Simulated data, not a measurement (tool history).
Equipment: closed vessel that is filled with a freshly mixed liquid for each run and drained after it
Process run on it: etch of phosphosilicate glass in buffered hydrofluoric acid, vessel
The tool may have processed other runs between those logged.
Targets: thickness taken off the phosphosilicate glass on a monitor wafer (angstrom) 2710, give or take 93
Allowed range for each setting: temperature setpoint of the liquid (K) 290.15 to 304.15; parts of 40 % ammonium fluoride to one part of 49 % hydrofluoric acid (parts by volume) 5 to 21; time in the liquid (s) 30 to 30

run,hour,temperature setpoint of the liquid (K),parts of 40 % ammonium fluoride to one part of 49 % hydrofluoric acid (parts by volume),time in the liquid (s),thickness taken off the phosphosilicate glass on a monitor wafer (angstrom)
1,0,296.15,13,30,1512.5
2,5.9,298.15,12.5,30,1768.1
3,13.1,299.65,12,30,2028
4,15.4,299.65,12,30,2013.3
5,16.1,299.65,15,30,1592.3
6,17,297.65,15,30,1455.7
7,18.2,299.15,14,30,1669.1
# hour 23.2: thermometer replaced
8,23.2,300.15,13.5,30,1731.1
9,27.3,301.15,12.5,30,1971.9
10,35.6,301.65,11.5,30,2192.7
11,40.4,302.15,11,30,2399.7
12,40.9,302.65,11,30,2416.3
13,43.1,303.15,11,30,2482.4

Which single option among these 5 for the next run brings every result within its allowed miss of target? Just one does.
A,45.3,301.65,10.5,30,?
B,45.3,302.65,9.5,30,?
C,45.3,300.15,9.5,30,?
D,45.3,303.15,11.5,30,?
E,45.3,304.15,12.5,30,?

move,thickness taken off the phosphosilicate glass on a monitor wafer (angstrom)
A,2396.3
B,2735.6
C,2396.1
D,2373.7
E,2305.8
A: its largest miss is bigger than the last run's
B: every result within its allowed miss
C: its largest miss is bigger than the last run's
D: its largest miss is bigger than the last run's
E: its largest miss is bigger than the last run's
Answer: B
